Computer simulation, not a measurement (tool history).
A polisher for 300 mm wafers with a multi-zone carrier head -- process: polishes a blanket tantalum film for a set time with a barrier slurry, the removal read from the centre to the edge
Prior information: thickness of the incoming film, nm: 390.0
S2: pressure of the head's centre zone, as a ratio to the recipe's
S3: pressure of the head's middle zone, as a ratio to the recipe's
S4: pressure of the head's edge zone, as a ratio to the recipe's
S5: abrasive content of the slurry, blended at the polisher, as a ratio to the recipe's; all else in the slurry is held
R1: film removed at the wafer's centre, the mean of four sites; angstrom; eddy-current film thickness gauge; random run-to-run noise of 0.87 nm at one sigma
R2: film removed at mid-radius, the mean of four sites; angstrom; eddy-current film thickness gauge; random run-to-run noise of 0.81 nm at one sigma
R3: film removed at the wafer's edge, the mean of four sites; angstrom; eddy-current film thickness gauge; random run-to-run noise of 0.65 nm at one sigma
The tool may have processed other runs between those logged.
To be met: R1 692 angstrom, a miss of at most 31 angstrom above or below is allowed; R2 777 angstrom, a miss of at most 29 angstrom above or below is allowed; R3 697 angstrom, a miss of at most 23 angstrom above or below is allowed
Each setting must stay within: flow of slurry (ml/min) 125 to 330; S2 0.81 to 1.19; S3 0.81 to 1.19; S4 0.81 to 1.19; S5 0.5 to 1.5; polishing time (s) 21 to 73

Run 1, hour 0: flow of slurry (ml/min) 210, S2 1, S3 1, S4 1, S5 1, polishing time (s) 47. Result: R1 608.93 angstrom, R2 612.27 angstrom, R3 607.32 angstrom.
Run 2, hour 3.8: flow of slurry (ml/min) 225, S2 1.01, S3 1.05, S4 1.03, S5 1.05, polishing time (s) 47. Result: R1 609.39 angstrom, R2 655.69 angstrom, R3 614.78 angstrom.
Run 3, hour 10.6: flow of slurry (ml/min) 225, S2 1.05, S3 1.05, S4 1.03, S5 1.05, polishing time (s) 47. Result: R1 645.7 angstrom, R2 652.11 angstrom, R3 619.12 angstrom.
Run 4, hour 18.6: flow of slurry (ml/min) 225, S2 1.05, S3 1.05, S4 0.96, S5 1.05, polishing time (s) 47. Result: R1 635.98 angstrom, R2 656 angstrom, R3 603.32 angstrom.
Run 5, hour 20.3: flow of slurry (ml/min) 225, S2 1.05, S3 1.09, S4 0.96, S5 1.05, polishing time (s) 47. Result: R1 636.34 angstrom, R2 673.93 angstrom, R3 609.54 angstrom.
Run 6, hour 28.9: flow of slurry (ml/min) 225, S2 1.05, S3 1.09, S4 0.96, S5 1.05, polishing time (s) 37. Result: R1 501.54 angstrom, R2 537.19 angstrom, R3 476.52 angstrom.
Run 7, hour 32.5: flow of slurry (ml/min) 225, S2 1.05, S3 1.09, S4 0.96, S5 1.05, polishing time (s) 37. Result: R1 494.83 angstrom, R2 530.62 angstrom, R3 475.89 angstrom.
Run 8, hour 39.7: flow of slurry (ml/min) 225, S2 1.05, S3 1.1, S4 0.99, S5 1.2, polishing time (s) 40. Result: R1 557.92 angstrom, R2 600.56 angstrom, R3 538.25 angstrom.
Run 9, hour 41.8: flow of slurry (ml/min) 230, S2 1.05, S3 1.11, S4 1.02, S5 1.3, polishing time (s) 42. Result: R1 599.81 angstrom, R2 642.52 angstrom, R3 576.1 angstrom.
Run 10, hour 48: flow of slurry (ml/min) 230, S2 1.04, S3 1.12, S4 1.04, S5 1.35, polishing time (s) 44. Result: R1 629.36 angstrom, R2 673.81 angstrom, R3 624.22 angstrom.
Run 11, hour 55.1: flow of slurry (ml/min) 240, S2 1.04, S3 1.14, S4 1.05, S5 1.4, polishing time (s) 45. Result: R1 649.61 angstrom, R2 720.56 angstrom, R3 650.44 angstrom.
Run 12, hour 61.7: flow of slurry (ml/min) 250, S2 1.05, S3 1.15, S4 1.07, S5 1.45, polishing time (s) 45. Result: R1 654.39 angstrom, R2 729.25 angstrom, R3 650.69 angstrom.

Which one of the following 5 next-run settings gets every result inside its allowed miss? There is exactly one.
Run A, hour 68.3: flow of slurry (ml/min) 255, S2 1, S3 1.13, S4 1.04, S5 1.5, polishing time (s) 48. Result: R1 ?, R2 ?, R3 ?.
Run B, hour 68.3: flow of slurry (ml/min) 220, S2 0.9, S3 1.07, S4 1.19, S5 1.5, polishing time (s) 44. Result: R1 ?, R2 ?, R3 ?.
Run C, hour 68.3: flow of slurry (ml/min) 245, S2 0.91, S3 1.04, S4 1.19, S5 1.4, polishing time (s) 47. Result: R1 ?, R2 ?, R3 ?.
Run D, hour 68.3: flow of slurry (ml/min) 265, S2 1.16, S3 1, S4 1.14, S5 1.5, polishing time (s) 47. Result: R1 ?, R2 ?, R3 ?.
Run E, hour 68.3: flow of slurry (ml/min) 215, S2 0.84, S3 0.98, S4 1.19, S5 1.5, polishing time (s) 47. Result: R1 ?, R2 ?, R3 ?.

move      R1      R2      R3
   A  695.31  784.87  697.26
   B  587.04   674.9  672.96
   C  631.36  703.03  716.17
   D   749.6  694.94  716.17
   E  600.46  667.37  718.16
A: all results in spec
B: the biggest miss grows against the last run
C: the worst result of the last run now meets its target, but another is out of spec
D: the worst result of the last run now meets its target, but another is out of spec
E: the worst result of the last run now meets its target, but another is out of spec
Move A is the one to make.

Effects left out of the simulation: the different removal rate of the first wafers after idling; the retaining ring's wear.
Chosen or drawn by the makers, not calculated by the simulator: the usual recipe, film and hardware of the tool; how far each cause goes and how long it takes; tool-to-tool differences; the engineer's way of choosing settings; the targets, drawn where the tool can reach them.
